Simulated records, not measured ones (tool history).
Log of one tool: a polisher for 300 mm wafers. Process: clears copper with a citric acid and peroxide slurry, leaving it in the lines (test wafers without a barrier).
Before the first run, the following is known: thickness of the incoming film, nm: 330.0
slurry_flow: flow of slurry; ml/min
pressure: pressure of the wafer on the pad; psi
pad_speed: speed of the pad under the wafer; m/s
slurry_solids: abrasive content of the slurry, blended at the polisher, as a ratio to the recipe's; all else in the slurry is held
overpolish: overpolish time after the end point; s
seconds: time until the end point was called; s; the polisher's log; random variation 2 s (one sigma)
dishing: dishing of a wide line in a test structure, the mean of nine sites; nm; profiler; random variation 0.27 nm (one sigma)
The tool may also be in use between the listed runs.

run  hour  slurry_flow  pressure  pad_speed  slurry_solids  overpolish  seconds  dishing
  1     0          225       3.6       0.94              1          19   109.29   36.291
  2   5.3          225       3.6       0.94            1.1          19   109.62   36.022
  3  13.8          225       3.6       0.94            1.1          12   105.97   24.274
  4  21.1          225       3.3       0.94            1.1          11   113.07   22.195
  5  25.5          225         4       0.94            1.1          11   97.855   24.898
  6  30.7          225       3.6       0.94            1.1          10   107.75   21.033
  7  32.6          225       3.3       0.94            1.1          10   112.11   20.094
  8  36.1          225         3       0.94            1.1          10   120.26   18.638
  9    39          225       2.7       0.94            1.1          10   125.99   17.832

Run 10 comes next. What will it give?
 10  46.5          225       2.7       0.94            1.1          10        ?        ?

seconds: 129.75 s
dishing: 18.084 nm
